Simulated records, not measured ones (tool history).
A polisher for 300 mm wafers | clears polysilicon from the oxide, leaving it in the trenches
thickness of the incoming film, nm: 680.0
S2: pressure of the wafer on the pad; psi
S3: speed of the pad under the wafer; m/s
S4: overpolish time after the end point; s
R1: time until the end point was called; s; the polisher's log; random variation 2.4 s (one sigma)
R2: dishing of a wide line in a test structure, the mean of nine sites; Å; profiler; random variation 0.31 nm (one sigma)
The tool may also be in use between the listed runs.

run 1 day=0.000 | flow_of_slurry_(ml/min)=240 S2=2.7 S3=1.04 S4=16 | R1=58.876 R2=582.25
run 2 day=0.371 | flow_of_slurry_(ml/min)=240 S2=2.3 S3=1.04 S4=16 | R1=68.102 R2=565.00
run 3 day=0.550 | flow_of_slurry_(ml/min)=240 S2=2.3 S3=1.04 S4=21 | R1=67.272 R2=590.83
run 4 day=0.804 | flow_of_slurry_(ml/min)=240 S2=2.3 S3=1.04 S4=26 | R1=69.493 R2=599.48
run 5 day=0.950 | flow_of_slurry_(ml/min)=185 S2=2.3 S3=1.04 S4=26 | R1=70.438 R2=593.17
run 6 day=1.283 | flow_of_slurry_(ml/min)=185 S2=1.7 S3=1.04 S4=26 | R1=92.877 R2=574.82
run 7 day=1.358 | flow_of_slurry_(ml/min)=180 S2=1.6 S3=1.00 S4=22 | R1=103.040 R2=562.23
run 8 day=1.408 | flow_of_slurry_(ml/min)=250 S2=1.4 S3=0.72 S4=14 | R1=138.900 R2=437.97
run 9 day=1.612 | flow_of_slurry_(ml/min)=270 S2=1.4 S3=0.68 S4=12 | R1=136.850 R2=411.94
run 10 day=1.875 | flow_of_slurry_(ml/min)=290 S2=1.4 S3=0.64 S4=11 | R1=139.140 R2=397.65

The next listed run, before its measurement:
run 11 day=1.988 | flow_of_slurry_(ml/min)=305 S2=1.4 S3=0.60 S4=10 | R1=? R2=?

Run 11 gave R1 149.020 s, R2 356.01 Å.
